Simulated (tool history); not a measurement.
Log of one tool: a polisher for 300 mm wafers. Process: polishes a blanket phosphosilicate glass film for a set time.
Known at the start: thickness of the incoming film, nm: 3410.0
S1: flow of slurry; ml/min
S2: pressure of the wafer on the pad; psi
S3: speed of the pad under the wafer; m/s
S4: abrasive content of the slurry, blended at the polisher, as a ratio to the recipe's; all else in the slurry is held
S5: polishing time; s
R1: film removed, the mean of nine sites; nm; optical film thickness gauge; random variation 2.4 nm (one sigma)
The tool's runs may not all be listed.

run 1 hour=0.0 | S1=205 S2=2.1 S3=1.12 S4=1.0 S5=102 | R1=598.94
run 2 hour=6.2 | S1=205 S2=2.1 S3=1.12 S4=0.9 S5=102 | R1=565.27
run 3 hour=11.1 | S1=200 S2=1.8 S3=1.06 S4=0.9 S5=102 | R1=477.60
run 4 hour=12.7 | S1=230 S2=1.8 S3=1.06 S4=0.9 S5=102 | R1=484.37
run 5 hour=15.7 | S1=225 S2=1.6 S3=1.00 S4=0.9 S5=102 | R1=421.57
run 6 hour=24.5 | S1=225 S2=1.4 S3=0.96 S4=0.9 S5=102 | R1=369.92
run 7 hour=33.3 | S1=220 S2=1.3 S3=0.94 S4=0.9 S5=102 | R1=339.00
run 8 hour=35.6 | S1=220 S2=1.3 S3=0.94 S4=0.9 S5=102 | R1=338.96
run 9 hour=43.1 | S1=220 S2=1.3 S3=0.94 S4=0.9 S5=102 | R1=335.97

The next listed run, before its measurement:
run 10 hour=52.1 | S1=205 S2=1.0 S3=0.90 S4=0.9 S5=102 | R1=?

R1: 262.15 nm
